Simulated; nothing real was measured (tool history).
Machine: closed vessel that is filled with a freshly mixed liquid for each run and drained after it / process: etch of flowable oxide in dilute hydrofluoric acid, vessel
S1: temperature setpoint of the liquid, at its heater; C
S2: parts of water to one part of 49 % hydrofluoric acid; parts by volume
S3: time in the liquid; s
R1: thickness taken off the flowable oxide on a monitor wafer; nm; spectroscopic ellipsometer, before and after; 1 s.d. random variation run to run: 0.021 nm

run 1 hour=0 | S1=25 S2=185 S3=30 | R1=5.7683
run 2 hour=7.9 | S1=27.5 S2=185 S3=30 | R1=6.3728
run 3 hour=10.8 | S1=25 S2=190 S3=30 | R1=5.6268
run 4 hour=15.6 | S1=27.5 S2=190 S3=30 | R1=6.1179
run 5 hour=21 | S1=25 S2=195 S3=30 | R1=5.432
run 6 hour=29.9 | S1=25 S2=195 S3=30 | R1=5.4458
run 7 hour=38.8 | S1=23.5 S2=195 S3=30 | R1=5.1256
run 8 hour=47.7 | S1=23.5 S2=195 S3=30 | R1=5.1644
run 9 hour=54.6 | S1=22 S2=195 S3=30 | R1=4.8214
run 10 hour=61.2 | S1=21 S2=195 S3=30 | R1=4.6466

Expected results for the next run?
run 11 hour=64.2 | S1=20.5 S2=195 S3=30 | R1=?

{"run 11": {"R1": 4.6088}}
